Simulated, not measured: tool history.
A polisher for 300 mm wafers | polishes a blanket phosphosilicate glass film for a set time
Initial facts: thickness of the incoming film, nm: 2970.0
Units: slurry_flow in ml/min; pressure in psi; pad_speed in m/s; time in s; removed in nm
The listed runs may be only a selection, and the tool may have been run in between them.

run    day  slurry_flow  pressure  pad_speed  slurry_solids  time  removed
  1  0.000          305       3.6       1.04            1.0    33   321.50
  2  0.021          305       2.9       0.98            1.0    33   272.13
  3  0.079          305       2.5       0.86            1.0    33   225.27
  4  0.233          305       2.2       0.80            1.0    33   199.52
  5  0.342          305       2.0       0.76            1.0    33   182.88
  6  0.629          305       1.9       0.74            1.0    33   173.80
  7  0.992          305       1.8       0.74            1.0    33   170.02

What does the tool deliver on the next run?
  8  1.242          305       1.7       0.74            1.0    33        ?

Run 8 gave removed 167.76 nm.

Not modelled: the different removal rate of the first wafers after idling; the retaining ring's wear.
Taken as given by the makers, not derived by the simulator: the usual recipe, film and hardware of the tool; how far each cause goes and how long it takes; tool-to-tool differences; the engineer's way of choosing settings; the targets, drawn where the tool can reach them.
